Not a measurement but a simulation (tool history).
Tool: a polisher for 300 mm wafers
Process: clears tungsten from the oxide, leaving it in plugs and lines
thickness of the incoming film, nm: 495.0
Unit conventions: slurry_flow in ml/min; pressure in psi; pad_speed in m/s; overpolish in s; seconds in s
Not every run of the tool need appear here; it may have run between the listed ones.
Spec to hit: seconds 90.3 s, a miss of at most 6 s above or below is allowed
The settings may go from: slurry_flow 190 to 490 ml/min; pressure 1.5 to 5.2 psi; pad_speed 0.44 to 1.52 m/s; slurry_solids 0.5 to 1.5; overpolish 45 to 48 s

| run | hour | slurry_flow | pressure | pad_speed | slurry_solids | overpolish | seconds |
|---|---|---|---|---|---|---|---|
| 1 | 0 | 315 | 3.3 | 0.98 | 1 | 45 | 124.98 |
| 2 | 6.6 | 315 | 3.3 | 0.86 | 1 | 45 | 137.75 |
| 3 | 13.1 | 315 | 3.6 | 0.88 | 1 | 45 | 127.73 |
| 4 | 21.5 | 375 | 3.6 | 0.88 | 1 | 45 | 123.84 |
| 5 | 29.6 | 375 | 3.8 | 0.9 | 1 | 45 | 117.76 |
| 6 | 37.2 | 375 | 4 | 0.92 | 1 | 45 | 104.42 |
| 7 | 40.4 | 375 | 4.1 | 0.92 | 1 | 45 | 105.66 |
| 8 | 42.2 | 375 | 4.2 | 0.92 | 1 | 45 | 102.84 |
| 9 | 50 | 375 | 4.3 | 0.92 | 1 | 45 | 100.12 |
| 10 | 51.6 | 375 | 4.4 | 0.92 | 1 | 45 | 99.546 |

Of the 4 settings listed for the next run, only one would bring every result within its allowed miss of target. Which one?
| A | 53.2 | 330 | 4 | 1.06 | 0.6 | 45 | ? |
| B | 53.2 | 390 | 4.1 | 0.86 | 1.05 | 45 | ? |
| C | 53.2 | 275 | 3.5 | 1.06 | 0.95 | 46 | ? |
| D | 53.2 | 485 | 5.2 | 0.82 | 1 | 45 | ? |

| move | seconds |
|---|---|
| A | 102.47 |
| B | 107.57 |
| C | 108.11 |
| D | 88.931 |
A: further off than the last run
B: further off than the last run
C: further off than the last run
D: in spec on every target
Answer: D
